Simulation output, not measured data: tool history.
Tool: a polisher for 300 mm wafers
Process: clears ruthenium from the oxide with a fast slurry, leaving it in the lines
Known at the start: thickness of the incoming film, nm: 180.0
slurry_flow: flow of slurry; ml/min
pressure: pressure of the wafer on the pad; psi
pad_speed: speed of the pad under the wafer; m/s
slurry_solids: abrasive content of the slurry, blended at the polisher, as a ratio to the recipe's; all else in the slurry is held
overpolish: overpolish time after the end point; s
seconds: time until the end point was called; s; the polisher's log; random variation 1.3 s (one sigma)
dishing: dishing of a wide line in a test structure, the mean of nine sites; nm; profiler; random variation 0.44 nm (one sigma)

Run 1, day 0: slurry_flow 165 ml/min, pressure 2 psi, pad_speed 0.96 m/s, slurry_solids 1, overpolish 16 s. Result: seconds 84.649 s, dishing 34.014 nm.
Run 2, day 0.067: slurry_flow 165 ml/min, pressure 2 psi, pad_speed 1.18 m/s, slurry_solids 1, overpolish 16 s. Result: seconds 69.586 s, dishing 41.508 nm.
Run 3, day 0.342: slurry_flow 165 ml/min, pressure 2 psi, pad_speed 1.06 m/s, slurry_solids 1, overpolish 16 s. Result: seconds 76.543 s, dishing 36.962 nm.
Run 4, day 0.625: slurry_flow 165 ml/min, pressure 2 psi, pad_speed 1.06 m/s, slurry_solids 1, overpolish 9 s. Result: seconds 76.581 s, dishing 21.924 nm.
At day 0.746: slurry blender recalibrated.
Run 5, day 0.746: slurry_flow 165 ml/min, pressure 2 psi, pad_speed 0.9 m/s, slurry_solids 1, overpolish 9 s. Result: seconds 86.025 s, dishing 19.426 nm.
Run 6, day 0.988: slurry_flow 185 ml/min, pressure 2 psi, pad_speed 0.9 m/s, slurry_solids 1, overpolish 9 s. Result: seconds 84.217 s, dishing 19.967 nm.

Run 7 comes next. What will it give?
Run 7, day 1.075: slurry_flow 170 ml/min, pressure 1.8 psi, pad_speed 0.9 m/s, slurry_solids 1, overpolish 12 s. Result: seconds ?, dishing ?.

{"run 7": {"seconds": 93.487, "dishing": 24.009}}

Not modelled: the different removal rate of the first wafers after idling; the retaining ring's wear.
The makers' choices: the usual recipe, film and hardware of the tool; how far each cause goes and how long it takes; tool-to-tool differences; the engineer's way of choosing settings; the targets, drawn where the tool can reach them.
